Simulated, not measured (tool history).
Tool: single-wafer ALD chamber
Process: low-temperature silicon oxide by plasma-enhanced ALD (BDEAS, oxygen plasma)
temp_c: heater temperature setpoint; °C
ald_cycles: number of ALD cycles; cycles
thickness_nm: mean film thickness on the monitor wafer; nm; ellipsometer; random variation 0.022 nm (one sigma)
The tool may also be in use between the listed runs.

Run 1, hour 0.0: temp_c 95 °C, ald_cycles 58 cycles. Result: thickness_nm 7.7807 nm.
Run 2, hour 0.8: temp_c 98 °C, ald_cycles 56 cycles. Result: thickness_nm 7.4142 nm.
Run 3, hour 8.7: temp_c 100 °C, ald_cycles 55 cycles. Result: thickness_nm 7.2500 nm.
Run 4, hour 12.4: temp_c 104 °C, ald_cycles 55 cycles. Result: thickness_nm 7.1241 nm.
Run 5, hour 18.0: temp_c 105 °C, ald_cycles 54 cycles. Result: thickness_nm 6.9969 nm.
Run 6, hour 25.6: temp_c 105 °C, ald_cycles 57 cycles. Result: thickness_nm 7.3072 nm.
At hour 32.1: thermocouple changed; heater temperature recalibrated.
Run 7, hour 32.1: temp_c 107 °C, ald_cycles 56 cycles. Result: thickness_nm 7.1333 nm.
Run 8, hour 39.7: temp_c 109 °C, ald_cycles 56 cycles. Result: thickness_nm 7.0942 nm.

The next listed run, before its measurement:
Run 9, hour 42.7: temp_c 110 °C, ald_cycles 56 cycles. Result: thickness_nm ?.

thickness_nm: 7.1100 nm
